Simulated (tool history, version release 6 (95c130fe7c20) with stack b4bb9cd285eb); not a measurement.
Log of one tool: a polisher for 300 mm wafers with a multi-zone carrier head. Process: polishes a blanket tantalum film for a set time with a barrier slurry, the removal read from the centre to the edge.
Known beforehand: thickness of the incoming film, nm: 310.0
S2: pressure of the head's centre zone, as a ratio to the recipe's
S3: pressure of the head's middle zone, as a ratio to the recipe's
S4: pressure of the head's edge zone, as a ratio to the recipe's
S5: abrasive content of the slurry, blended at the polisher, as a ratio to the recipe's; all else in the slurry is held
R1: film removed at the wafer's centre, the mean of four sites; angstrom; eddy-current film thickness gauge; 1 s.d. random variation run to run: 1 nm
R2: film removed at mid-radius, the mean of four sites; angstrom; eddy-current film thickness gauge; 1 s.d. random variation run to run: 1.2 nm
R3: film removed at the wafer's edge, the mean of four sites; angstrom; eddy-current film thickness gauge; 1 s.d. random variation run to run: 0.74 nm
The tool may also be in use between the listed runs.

run 1 hour=0 | flow_of_slurry_(ml/min)=290 S2=1 S3=1 S4=1 S5=1 polishing_time_(s)=44 | R1=937.57 R2=921.22 R3=916.26
run 2 hour=6.7 | flow_of_slurry_(ml/min)=290 S2=1 S3=1 S4=1 S5=1.1 polishing_time_(s)=44 | R1=952.27 R2=957.27 R3=929.82
run 3 hour=9 | flow_of_slurry_(ml/min)=300 S2=0.98 S3=1.02 S4=1.05 S5=1.15 polishing_time_(s)=44 | R1=915.31 R2=991.39 R3=978.71
run 4 hour=10.9 | flow_of_slurry_(ml/min)=310 S2=0.98 S3=1.03 S4=1.07 S5=1.2 polishing_time_(s)=44 | R1=951.68 R2=1006.1 R3=983.19
run 5 hour=16.9 | flow_of_slurry_(ml/min)=310 S2=0.98 S3=1.03 S4=1.15 S5=1.2 polishing_time_(s)=44 | R1=952.05 R2=991.84 R3=1022.6
run 6 hour=22.8 | flow_of_slurry_(ml/min)=310 S2=1.01 S3=1.03 S4=1.15 S5=1.2 polishing_time_(s)=44 | R1=976.16 R2=999.56 R3=1026
run 7 hour=30.8 | flow_of_slurry_(ml/min)=310 S2=0.99 S3=1.05 S4=1.16 S5=1.2 polishing_time_(s)=44 | R1=971.65 R2=1032.1 R3=1024.5

Run 8, settings as shown, results not yet in. Your forecast:
run 8 hour=35 | flow_of_slurry_(ml/min)=310 S2=0.97 S3=1.06 S4=1.17 S5=1.25 polishing_time_(s)=44 | R1=? R2=? R3=?

Run 8 measured R1 944.75 angstrom, R2 1024.9 angstrom, R3 1047.8 angstrom.
